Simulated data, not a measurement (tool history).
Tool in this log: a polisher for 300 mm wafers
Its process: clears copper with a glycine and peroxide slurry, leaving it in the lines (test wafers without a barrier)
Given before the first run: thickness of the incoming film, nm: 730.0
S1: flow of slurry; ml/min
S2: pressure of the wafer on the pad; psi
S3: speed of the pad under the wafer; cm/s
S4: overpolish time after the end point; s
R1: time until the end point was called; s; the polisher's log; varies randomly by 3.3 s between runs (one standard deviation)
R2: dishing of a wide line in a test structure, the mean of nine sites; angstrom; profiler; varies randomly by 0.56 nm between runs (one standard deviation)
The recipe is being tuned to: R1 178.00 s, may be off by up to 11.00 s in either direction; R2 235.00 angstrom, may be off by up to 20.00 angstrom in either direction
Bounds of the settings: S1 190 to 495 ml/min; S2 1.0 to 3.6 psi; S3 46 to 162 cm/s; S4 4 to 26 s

| run | hour | S1 | S2 | S3 | S4 | R1 | R2 |
|---|---|---|---|---|---|---|---|
| 1 | 0.0 | 320 | 2.3 | 104 | 13 | 128.18 | 289.89 |
| 2 | 2.6 | 320 | 2.3 | 104 | 9 | 132.96 | 237.98 |
| 3 | 10.7 | 320 | 2.9 | 104 | 9 | 114.88 | 260.53 |
| 4 | 15.1 | 320 | 2.9 | 104 | 5 | 111.98 | 183.21 |
| 5 | 19.5 | 320 | 2.7 | 100 | 6 | 121.10 | 195.20 |
| 6 | 21.3 | 320 | 2.7 | 100 | 11 | 119.69 | 294.89 |
| 7 | 27.4 | 320 | 2.5 | 98 | 11 | 130.13 | 278.23 |
| 8 | 33.8 | 320 | 2.3 | 96 | 11 | 141.35 | 270.64 |
| 9 | 37.5 | 320 | 2.2 | 96 | 11 | 149.10 | 243.07 |
| 10 | 40.7 | 320 | 2.1 | 96 | 11 | 148.53 | 254.82 |
| 11 | 46.1 | 320 | 2.0 | 96 | 11 | 152.61 | 252.73 |
| 12 | 53.8 | 320 | 1.9 | 96 | 11 | 162.89 | 246.98 |

Pick the move, out of 4, that brings all results within their allowed miss; only one does.
| A | 61.5 | 295 | 1.1 | 138 | 12 | ? | ? |
| B | 61.5 | 285 | 1.8 | 110 | 11 | ? | ? |
| C | 61.5 | 325 | 1.9 | 78 | 15 | ? | ? |
| D | 61.5 | 315 | 2.3 | 88 | 10 | ? | ? |

| move | R1 | R2 |
|---|---|---|
| A | 181.82 | 238.26 |
| B | 155.30 | 252.61 |
| C | 192.02 | 274.38 |
| D | 154.10 | 242.65 |
A: every result within its allowed miss
B: misses by more than the last run did
C: takes the result that was furthest off past its target
D: misses by more than the last run did
Answer: A
